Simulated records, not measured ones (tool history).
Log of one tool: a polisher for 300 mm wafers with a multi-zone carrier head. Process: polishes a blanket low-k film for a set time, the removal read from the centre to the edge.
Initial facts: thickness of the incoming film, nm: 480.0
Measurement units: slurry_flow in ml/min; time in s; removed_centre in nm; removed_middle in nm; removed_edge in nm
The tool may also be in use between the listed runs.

run,day,slurry_flow,centre_zone,middle_zone,edge_zone,slurry_solids,time,removed_centre,removed_middle,removed_edge
1,0,200,1,1,1,1,54,23.164,23.721,23.405
2,0.35,200,1,1,0.98,0.95,54,22.525,23.05,22.59
3,0.525,200,1,0.94,0.98,0.95,54,22.914,22.161,22.616
4,0.742,200,0.99,0.95,0.96,0.9,54,21.841,22.016,21.879
5,1.046,200,0.99,0.95,0.94,0.85,54,21.529,21.62,21.631
6,1.412,200,1,0.96,0.93,0.8,53,20.973,20.641,20.396
7,1.45,200,1,0.97,0.92,0.75,53,20.444,20.507,19.712
8,1.671,195,1,0.97,0.91,0.75,53,20.202,20.077,19.274

The next listed run, before its measurement:
9,1.875,190,0.99,0.97,0.9,0.75,53,?,?,?

removed_centre: 20.037 nm
removed_middle: 19.869 nm
removed_edge: 19.236 nm
